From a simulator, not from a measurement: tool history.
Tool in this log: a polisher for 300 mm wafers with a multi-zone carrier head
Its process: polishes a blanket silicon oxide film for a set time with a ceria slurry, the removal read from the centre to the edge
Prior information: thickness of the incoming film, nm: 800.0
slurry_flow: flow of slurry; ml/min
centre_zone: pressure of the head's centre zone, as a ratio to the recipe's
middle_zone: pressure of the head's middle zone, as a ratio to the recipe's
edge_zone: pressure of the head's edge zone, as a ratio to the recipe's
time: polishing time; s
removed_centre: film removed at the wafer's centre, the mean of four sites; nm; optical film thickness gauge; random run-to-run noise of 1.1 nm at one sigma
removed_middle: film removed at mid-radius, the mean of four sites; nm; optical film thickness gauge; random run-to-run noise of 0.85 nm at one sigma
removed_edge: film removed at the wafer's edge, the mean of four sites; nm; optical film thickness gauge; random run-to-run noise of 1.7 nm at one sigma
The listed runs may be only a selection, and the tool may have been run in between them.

run	hour	slurry_flow	centre_zone	middle_zone	edge_zone	time	removed_centre	removed_middle	removed_edge
1	0.0	250	1.00	1.00	1.00	45	139.46	150.00	149.16
2	1.8	250	1.00	1.00	0.95	45	139.71	150.45	143.64
3	2.3	250	1.00	1.00	0.87	45	140.02	151.06	137.49
4	9.7	250	0.92	1.00	0.87	45	126.86	149.55	138.50
5	13.1	225	0.92	1.00	0.87	45	127.14	148.78	138.75
6	19.4	225	0.91	0.98	0.86	45	123.53	146.25	136.66
7	27.6	220	0.90	0.95	0.86	45	123.65	142.68	137.54
8	35.7	220	0.89	0.93	0.85	45	121.80	139.38	135.28
9	40.2	215	0.88	0.92	0.85	45	121.64	139.52	136.51
# hour 43.0: centre zone pressure recalibrated
10	43.0	210	0.87	0.91	0.84	45	127.50	137.40	135.73
11	48.0	210	0.86	0.91	0.84	44	120.26	134.91	134.09
12	51.3	205	0.85	0.91	0.84	44	119.33	133.60	132.73
13	54.4	205	0.84	0.91	0.84	44	118.54	134.30	131.67
14	63.0	205	0.83	0.91	0.85	44	118.61	134.48	132.55
15	69.6	200	0.83	0.91	0.86	44	118.53	132.77	130.18
16	75.7	210	0.83	0.90	0.85	44	118.57	133.96	133.27

Run 17, settings as shown, results not yet in. Your forecast:
17	81.4	210	0.83	0.90	0.86	44	?	?	?

For run 17 the tool returned removed_centre 116.13 nm, removed_middle 133.51 nm, removed_edge 132.49 nm.

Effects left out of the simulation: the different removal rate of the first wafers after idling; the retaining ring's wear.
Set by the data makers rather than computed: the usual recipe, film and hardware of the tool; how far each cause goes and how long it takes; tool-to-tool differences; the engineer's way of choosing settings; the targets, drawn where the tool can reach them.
